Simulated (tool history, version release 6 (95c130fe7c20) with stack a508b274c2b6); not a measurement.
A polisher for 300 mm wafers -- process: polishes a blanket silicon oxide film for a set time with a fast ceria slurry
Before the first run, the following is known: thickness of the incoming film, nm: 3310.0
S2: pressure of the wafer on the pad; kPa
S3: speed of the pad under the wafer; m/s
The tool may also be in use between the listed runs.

{"run": 1, "hour": 0.0, "flow of slurry (ml/min)": 230, "S2": 12.4, "S3": 0.88, "polishing time (s)": 19, "film removed (Å)": 1346.5}
{"run": 2, "hour": 7.0, "flow of slurry (ml/min)": 230, "S2": 13.8, "S3": 0.88, "polishing time (s)": 19, "film removed (Å)": 1506}
{"run": 3, "hour": 8.7, "flow of slurry (ml/min)": 230, "S2": 15.2, "S3": 0.88, "polishing time (s)": 19, "film removed (Å)": 1612.4}
{"run": 4, "hour": 12.6, "flow of slurry (ml/min)": 230, "S2": 16.5, "S3": 0.9, "polishing time (s)": 19, "film removed (Å)": 1820.6}
{"run": 5, "hour": 20.0, "flow of slurry (ml/min)": 230, "S2": 16.5, "S3": 1.02, "polishing time (s)": 19, "film removed (Å)": 1927.5}
{"run": 6, "hour": 21.5, "flow of slurry (ml/min)": 230, "S2": 14.5, "S3": 1.02, "polishing time (s)": 19, "film removed (Å)": 1700.7}
{"run": 7, "hour": 26.7, "flow of slurry (ml/min)": 230, "S2": 15.2, "S3": 1.02, "polishing time (s)": 19, "film removed (Å)": 1815.5}

For run 8, what comes out?
{"run": 8, "hour": 34.7, "flow of slurry (ml/min)": 230, "S2": 15.9, "S3": 1.02, "polishing time (s)": 19, "film removed (Å)": "?"}

film removed (Å): 1869.7
